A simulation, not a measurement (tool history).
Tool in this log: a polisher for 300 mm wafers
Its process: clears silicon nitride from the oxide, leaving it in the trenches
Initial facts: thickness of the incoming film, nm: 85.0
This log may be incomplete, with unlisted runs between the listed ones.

run	hour	flow of slurry (ml/min)	pressure of the wafer on the pad (kPa)	speed of the pad under the wafer (cm/s)	overpolish time after the end point (s)	time until the end point was called (s)
1	0.0	300	23.4	92	8	71.729
2	7.5	300	23.4	92	7	72.775
3	15.1	300	21.4	88	7	80.144
4	21.3	300	19.3	82	7	94.634
5	27.0	300	17.9	80	7	102.070
6	33.9	300	16.5	78	7	113.870
7	34.6	300	15.9	78	7	112.380
8	35.4	300	15.2	76	7	122.170

Expected results for the next run?
9	38.1	300	14.5	76	7	?

Run 9 came out at time until the end point was called (s) 122.020.

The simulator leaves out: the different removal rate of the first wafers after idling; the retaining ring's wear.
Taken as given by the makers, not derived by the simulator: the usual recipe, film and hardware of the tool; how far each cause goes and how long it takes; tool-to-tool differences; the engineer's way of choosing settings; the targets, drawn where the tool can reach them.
